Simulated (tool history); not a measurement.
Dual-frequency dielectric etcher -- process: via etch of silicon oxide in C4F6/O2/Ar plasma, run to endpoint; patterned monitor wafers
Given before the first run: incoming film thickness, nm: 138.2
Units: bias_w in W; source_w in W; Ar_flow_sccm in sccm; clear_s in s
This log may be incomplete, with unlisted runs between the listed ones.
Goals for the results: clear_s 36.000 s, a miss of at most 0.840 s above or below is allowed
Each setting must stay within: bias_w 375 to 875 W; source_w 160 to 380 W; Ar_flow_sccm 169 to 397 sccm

run	hour	bias_w	source_w	Ar_flow_sccm	clear_s
1	0.0	625	270	283	32.015
2	3.2	533	270	283	34.081
3	4.3	533	240	283	37.307
4	12.5	533	290	283	33.625
5	16.5	515	290	283	33.417
6	21.7	515	290	253	33.312
7	27.7	493	290	253	33.714
8	34.7	474	290	253	34.613
9	35.8	474	290	253	34.805
10	37.4	423	280	254	37.354

4 next moves are on the table. One of them brings every result within its allowed miss. Which?
A	39.0	456	300	200	?
B	39.0	449	280	248	?
C	39.0	504	290	286	?
D	39.0	431	260	248	?

move	clear_s
A	33.327
B	36.030
C	34.169
D	38.352
A: moves the result that the last run missed by most past its target, out the other side
B: each result inside its tolerance
C: moves the result that the last run missed by most past its target, out the other side
D: misses by more than the last run did
B meets every target.
